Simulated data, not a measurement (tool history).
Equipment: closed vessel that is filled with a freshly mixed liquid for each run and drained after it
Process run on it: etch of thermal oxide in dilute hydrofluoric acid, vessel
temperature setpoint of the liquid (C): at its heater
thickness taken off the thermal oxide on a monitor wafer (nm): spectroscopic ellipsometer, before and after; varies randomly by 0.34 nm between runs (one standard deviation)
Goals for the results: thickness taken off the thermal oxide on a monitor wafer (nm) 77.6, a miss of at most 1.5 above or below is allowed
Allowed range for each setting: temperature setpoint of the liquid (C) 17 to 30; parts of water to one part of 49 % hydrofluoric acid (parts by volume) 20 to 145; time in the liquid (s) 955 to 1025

run	hour	temperature setpoint of the liquid (C)	parts of water to one part of 49 % hydrofluoric acid (parts by volume)	time in the liquid (s)	thickness taken off the thermal oxide on a monitor wafer (nm)
1	0	22	80	955	61.952
2	5.3	22.5	80	955	62.752
3	6.1	23	80	955	64.333
4	11.9	23.5	80	955	65.287
5	20.9	23.5	80	1025	69.553
6	21.9	23.5	100	1025	54.829
7	30.3	24.5	100	1025	57.266
# hour 31.8: hydrofluoric acid flow meter replaced
8	31.8	25	100	1025	52.783
9	35.7	25	95	1025	55.531
10	40.1	24	95	1025	54.095
11	42.4	24.5	95	1025	54.737
12	43.1	24	90	1025	56.88
13	44.2	24	85	1025	60.738
14	50.4	24	85	1025	60.499

Which of these 4 next moves meets every target?
A	56.6	20.5	65	1025	?
B	56.6	25	100	960	?
C	56.6	25	70	1025	?
D	56.6	23	60	1000	?

move	thickness taken off the thermal oxide on a monitor wafer (nm)
A	70.444
B	49.313
C	78.181
D	83.106
A: closes in on the targets versus the last run, not all within tolerance yet
B: the biggest miss grows against the last run
C: all results in spec
D: moves the result that the last run missed by most past its target, out the other side
The move that meets every target is C.

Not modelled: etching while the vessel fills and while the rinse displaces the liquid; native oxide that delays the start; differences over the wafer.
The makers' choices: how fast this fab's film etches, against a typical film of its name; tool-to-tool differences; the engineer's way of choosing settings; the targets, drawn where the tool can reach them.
